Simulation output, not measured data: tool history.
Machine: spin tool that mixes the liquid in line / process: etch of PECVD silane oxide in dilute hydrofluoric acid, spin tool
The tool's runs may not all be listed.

run,hour,temperature setpoint of the liquid (C),parts of water to one part of 49 % hydrofluoric acid (parts by volume),time under the liquid (s),thickness taken off the PECVD silane oxide on a monitor wafer (Å)
1,0,22,120,15,49.533
2,5.8,24,110,15,58.42
3,12.9,25.5,100,15,69.168
4,15.4,26.5,95,15,77.857
5,16.2,27.5,90,15,85.022
6,17.4,27.5,90,15,85.405
7,24,27.5,90,15,84.186

Estimate the outcome of run 8 from the log above:
8,25,28,85,15,?

Logged for run 8: thickness taken off the PECVD silane oxide on a monitor wafer (Å) 92.027.
